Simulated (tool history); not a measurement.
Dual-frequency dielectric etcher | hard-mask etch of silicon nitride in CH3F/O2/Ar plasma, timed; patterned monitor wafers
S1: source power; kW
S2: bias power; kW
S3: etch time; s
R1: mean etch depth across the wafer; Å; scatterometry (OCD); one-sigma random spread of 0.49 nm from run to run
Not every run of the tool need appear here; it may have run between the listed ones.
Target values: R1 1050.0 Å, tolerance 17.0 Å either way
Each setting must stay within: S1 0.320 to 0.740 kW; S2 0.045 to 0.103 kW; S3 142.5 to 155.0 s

run  hour     S1     S2     S3      R1
  1   0.0  0.530  0.074  155.0  1173.8
  2   8.7  0.530  0.074  155.0  1184.0
  3  14.2  0.530  0.074  142.5  1083.4
  4  14.9  0.440  0.074  142.5  1018.8
  5  23.0  0.440  0.074  142.5  1017.3
  6  26.1  0.440  0.074  155.0  1112.1
  7  30.7  0.430  0.074  155.0  1096.9
  8  31.5  0.420  0.074  155.0  1085.4
  9  34.5  0.410  0.074  155.0  1084.3
 10  35.5  0.410  0.074  155.0  1084.7
 11  38.3  0.400  0.074  155.0  1075.4

Exactly one of the 4 candidate moves below puts every result within its allowed miss. Which one?
  A  41.1  0.410  0.073  151.0   ?
  B  41.1  0.390  0.078  144.0   ?
  C  41.1  0.330  0.077  153.5   ?
  D  41.1  0.320  0.085  149.5   ?

move      R1
   A  1048.3
   B  1005.6
   C  1011.0
   D  1009.2
A: hits every target within its allowed miss
B: pushes the last run's worst result past its target
C: pushes the last run's worst result past its target
D: pushes the last run's worst result past its target
Correct choice: A, which meets every target
